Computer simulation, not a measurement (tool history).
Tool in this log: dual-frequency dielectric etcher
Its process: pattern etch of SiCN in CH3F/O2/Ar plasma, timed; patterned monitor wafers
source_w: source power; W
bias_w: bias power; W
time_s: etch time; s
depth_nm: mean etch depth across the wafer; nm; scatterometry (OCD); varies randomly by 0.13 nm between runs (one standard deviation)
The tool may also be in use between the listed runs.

run 1 hour=0.0 | source_w=410 bias_w=57 time_s=61.5 | depth_nm=19.644
run 2 hour=3.9 | source_w=430 bias_w=58 time_s=61.5 | depth_nm=20.036
run 3 hour=11.3 | source_w=450 bias_w=59 time_s=61.5 | depth_nm=20.612
run 4 hour=20.3 | source_w=480 bias_w=59 time_s=61.5 | depth_nm=20.943
-- hour=27.6 source power generator calibrated
run 5 hour=27.6 | source_w=480 bias_w=51 time_s=61.5 | depth_nm=20.171
run 6 hour=29.8 | source_w=480 bias_w=51 time_s=55.5 | depth_nm=18.526
run 7 hour=37.8 | source_w=490 bias_w=54 time_s=56.0 | depth_nm=18.916

Run 8, settings as shown, results not yet in. Your forecast:
run 8 hour=42.3 | source_w=500 bias_w=57 time_s=56.5 | depth_nm=?

depth_nm: 19.636 nm
